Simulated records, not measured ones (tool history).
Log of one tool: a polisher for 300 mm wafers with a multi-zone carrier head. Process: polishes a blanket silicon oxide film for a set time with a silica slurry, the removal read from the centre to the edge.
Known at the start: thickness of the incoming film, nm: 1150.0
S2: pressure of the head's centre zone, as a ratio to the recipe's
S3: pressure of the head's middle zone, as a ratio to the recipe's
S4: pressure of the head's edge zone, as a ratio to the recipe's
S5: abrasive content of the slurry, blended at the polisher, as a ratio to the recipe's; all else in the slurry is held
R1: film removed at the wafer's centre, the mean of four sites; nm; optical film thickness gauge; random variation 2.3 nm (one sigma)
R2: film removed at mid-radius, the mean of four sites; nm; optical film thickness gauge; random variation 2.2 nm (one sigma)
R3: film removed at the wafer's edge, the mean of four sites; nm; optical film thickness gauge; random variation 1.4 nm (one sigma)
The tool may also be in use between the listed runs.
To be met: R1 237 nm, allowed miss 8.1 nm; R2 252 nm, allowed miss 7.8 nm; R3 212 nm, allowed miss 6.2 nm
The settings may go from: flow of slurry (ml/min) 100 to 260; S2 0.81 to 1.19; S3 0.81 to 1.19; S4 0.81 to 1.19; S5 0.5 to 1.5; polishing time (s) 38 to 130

run 1 hour=0 | flow_of_slurry_(ml/min)=165 S2=1 S3=1 S4=1 S5=1 polishing_time_(s)=84 | R1=282.96 R2=293.75 R3=279.6
run 2 hour=8.2 | flow_of_slurry_(ml/min)=160 S2=1 S3=1.01 S4=0.97 S5=0.95 polishing_time_(s)=84 | R1=273.85 R2=282.28 R3=266.39
run 3 hour=13.1 | flow_of_slurry_(ml/min)=155 S2=1 S3=1.02 S4=0.95 S5=0.9 polishing_time_(s)=84 | R1=267.6 R2=275.2 R3=255.68
run 4 hour=17.3 | flow_of_slurry_(ml/min)=155 S2=1 S3=1.02 S4=0.95 S5=0.8 polishing_time_(s)=84 | R1=244.31 R2=258.23 R3=237.54
run 5 hour=20.6 | flow_of_slurry_(ml/min)=150 S2=1 S3=1.03 S4=0.93 S5=0.8 polishing_time_(s)=84 | R1=247.73 R2=259.26 R3=235.29
run 6 hour=22.4 | flow_of_slurry_(ml/min)=145 S2=1 S3=1.04 S4=0.91 S5=0.8 polishing_time_(s)=84 | R1=241.7 R2=253.5 R3=234.35
run 7 hour=29.2 | flow_of_slurry_(ml/min)=145 S2=1 S3=1.04 S4=0.91 S5=0.8 polishing_time_(s)=84 | R1=243.42 R2=255.38 R3=231.64
run 8 hour=36.1 | flow_of_slurry_(ml/min)=145 S2=1 S3=1.05 S4=0.9 S5=0.8 polishing_time_(s)=84 | R1=241.75 R2=261.73 R3=231.91
run 9 hour=41 | flow_of_slurry_(ml/min)=145 S2=1.01 S3=1.05 S4=0.89 S5=0.8 polishing_time_(s)=84 | R1=245.48 R2=260.22 R3=230.22
run 10 hour=42.4 | flow_of_slurry_(ml/min)=140 S2=1.01 S3=1.05 S4=0.88 S5=0.8 polishing_time_(s)=84 | R1=243.03 R2=256.21 R3=225.93
run 11 hour=46.2 | flow_of_slurry_(ml/min)=135 S2=1.01 S3=1.05 S4=0.87 S5=0.8 polishing_time_(s)=84 | R1=240.01 R2=254.52 R3=225.58
run 12 hour=47.7 | flow_of_slurry_(ml/min)=135 S2=1.01 S3=1.06 S4=0.86 S5=0.8 polishing_time_(s)=84 | R1=237.35 R2=255.15 R3=221.64

5 next moves are on the table. One of them brings every result within its allowed miss. Which?
run A hour=49.2 | flow_of_slurry_(ml/min)=160 S2=1.01 S3=1.19 S4=0.83 S5=0.5 polishing_time_(s)=100 | R1=? R2=? R3=?
run B hour=49.2 | flow_of_slurry_(ml/min)=200 S2=1.06 S3=1.12 S4=0.93 S5=0.6 polishing_time_(s)=87 | R1=? R2=? R3=?
run C hour=49.2 | flow_of_slurry_(ml/min)=110 S2=0.93 S3=1.02 S4=0.95 S5=0.7 polishing_time_(s)=91 | R1=? R2=? R3=?
run D hour=49.2 | flow_of_slurry_(ml/min)=135 S2=0.92 S3=1.07 S4=0.82 S5=0.8 polishing_time_(s)=82 | R1=? R2=? R3=?
run E hour=49.2 | flow_of_slurry_(ml/min)=150 S2=0.93 S3=1.19 S4=0.83 S5=0.75 polishing_time_(s)=83 | R1=? R2=? R3=?

move=A R1=220.85 R2=254 R3=193.63
move=B R1=238.79 R2=249.41 R3=209.13
move=C R1=216.17 R2=236.07 R3=224.52
move=D R1=222.29 R2=253.1 R3=212.63
move=E R1=224.24 R2=276.23 R3=211.24
A: takes the result that was furthest off past its target
B: meets every target
C: further off than the last run
D: brings the result that was furthest off to its target, and leaves another outside
E: brings the result that was furthest off to its target, and leaves another outside
Answer: B

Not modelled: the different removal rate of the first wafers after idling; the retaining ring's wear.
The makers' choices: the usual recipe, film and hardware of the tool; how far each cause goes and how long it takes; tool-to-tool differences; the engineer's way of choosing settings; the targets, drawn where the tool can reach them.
